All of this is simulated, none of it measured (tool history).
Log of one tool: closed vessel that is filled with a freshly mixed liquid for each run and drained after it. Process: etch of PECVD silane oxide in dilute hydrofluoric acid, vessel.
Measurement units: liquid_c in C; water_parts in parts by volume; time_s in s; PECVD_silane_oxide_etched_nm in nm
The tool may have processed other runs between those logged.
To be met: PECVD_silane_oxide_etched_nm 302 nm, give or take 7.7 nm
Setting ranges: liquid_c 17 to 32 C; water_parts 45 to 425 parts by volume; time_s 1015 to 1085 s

Run 1, day 0: liquid_c 24 C, water_parts 235 parts by volume, time_s 1015 s. Result: PECVD_silane_oxide_etched_nm 103.24 nm.
Run 2, day 0.192: liquid_c 24 C, water_parts 235 parts by volume, time_s 1085 s. Result: PECVD_silane_oxide_etched_nm 110.26 nm.
Run 3, day 0.538: liquid_c 25 C, water_parts 210 parts by volume, time_s 1085 s. Result: PECVD_silane_oxide_etched_nm 127.83 nm.
Run 4, day 0.804: liquid_c 26 C, water_parts 185 parts by volume, time_s 1085 s. Result: PECVD_silane_oxide_etched_nm 154.95 nm.
Run 5, day 0.879: liquid_c 27 C, water_parts 170 parts by volume, time_s 1085 s. Result: PECVD_silane_oxide_etched_nm 180.33 nm.
Run 6, day 0.983: liquid_c 27 C, water_parts 235 parts by volume, time_s 1085 s. Result: PECVD_silane_oxide_etched_nm 122.67 nm.
Run 7, day 1.321: liquid_c 28 C, water_parts 215 parts by volume, time_s 1085 s. Result: PECVD_silane_oxide_etched_nm 140.12 nm.
Run 8, day 1.421: liquid_c 28.5 C, water_parts 195 parts by volume, time_s 1085 s. Result: PECVD_silane_oxide_etched_nm 158.82 nm.
Run 9, day 1.683: liquid_c 29 C, water_parts 180 parts by volume, time_s 1085 s. Result: PECVD_silane_oxide_etched_nm 180.23 nm.
Run 10, day 1.938: liquid_c 32 C, water_parts 100 parts by volume, time_s 1085 s. Result: PECVD_silane_oxide_etched_nm 408.02 nm.
Run 11, day 2.179: liquid_c 31 C, water_parts 100 parts by volume, time_s 1085 s. Result: PECVD_silane_oxide_etched_nm 391.59 nm.
Run 12, day 2.342: liquid_c 30 C, water_parts 100 parts by volume, time_s 1085 s. Result: PECVD_silane_oxide_etched_nm 378.76 nm.
Run 13, day 2.679: liquid_c 29 C, water_parts 100 parts by volume, time_s 1085 s. Result: PECVD_silane_oxide_etched_nm 360.35 nm.
Run 14, day 2.971: liquid_c 28.5 C, water_parts 100 parts by volume, time_s 1085 s. Result: PECVD_silane_oxide_etched_nm 356.8 nm.
Run 15, day 3.321: liquid_c 28 C, water_parts 100 parts by volume, time_s 1085 s. Result: PECVD_silane_oxide_etched_nm 351.77 nm.
Run 16, day 3.479: liquid_c 27.5 C, water_parts 100 parts by volume, time_s 1085 s. Result: PECVD_silane_oxide_etched_nm 339.06 nm.

Consider the 4 candidate settings below. Which is the only one whose results all fall within their allowed miss of target?
Run A, day 3.638: liquid_c 24.5 C, water_parts 80 parts by volume, time_s 1015 s. Result: PECVD_silane_oxide_etched_nm ?.
Run B, day 3.638: liquid_c 28.5 C, water_parts 105 parts by volume, time_s 1050 s. Result: PECVD_silane_oxide_etched_nm ?.
Run C, day 3.638: liquid_c 27 C, water_parts 95 parts by volume, time_s 1085 s. Result: PECVD_silane_oxide_etched_nm ?.
Run D, day 3.638: liquid_c 25 C, water_parts 100 parts by volume, time_s 1045 s. Result: PECVD_silane_oxide_etched_nm ?.

move  PECVD_silane_oxide_etched_nm
   A                        364.19
   B                        324.57
   C                        354.73
   D                        298.29
A: lands further from the targets than the last run did
B: closer than the last run, but not yet in spec
C: lands further from the targets than the last run did
D: each result inside its tolerance
Correct choice: D, which meets every target
